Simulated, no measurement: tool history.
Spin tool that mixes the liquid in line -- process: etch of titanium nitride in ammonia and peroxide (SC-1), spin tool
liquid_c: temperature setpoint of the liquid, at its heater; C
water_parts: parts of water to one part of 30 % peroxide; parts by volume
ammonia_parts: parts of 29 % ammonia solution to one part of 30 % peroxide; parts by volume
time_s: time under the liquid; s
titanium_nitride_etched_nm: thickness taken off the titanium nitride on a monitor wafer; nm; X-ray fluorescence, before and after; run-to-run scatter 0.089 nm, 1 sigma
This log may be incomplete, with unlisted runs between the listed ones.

run  hour  liquid_c  water_parts  ammonia_parts  time_s  titanium_nitride_etched_nm
  1   0.0      61.0          6.5            0.7     200                      36.486
  2   3.7      61.0          6.5            0.8     200                      37.214
  3   4.4      57.0          6.5            0.8     200                      28.355
  4   9.3      55.5          6.5            0.8     200                      25.688
  5  12.0      55.5          6.5            0.8     200                      25.719
  6  21.0      55.5          6.5            0.8     215                      27.565

Run 7 comes next. What will it give?
     27.3  -- ammonia flow meter replaced
  7  27.3      54.0          6.5            0.8     215                           ?

{"run 7": {"titanium_nitride_etched_nm": 25.06}}

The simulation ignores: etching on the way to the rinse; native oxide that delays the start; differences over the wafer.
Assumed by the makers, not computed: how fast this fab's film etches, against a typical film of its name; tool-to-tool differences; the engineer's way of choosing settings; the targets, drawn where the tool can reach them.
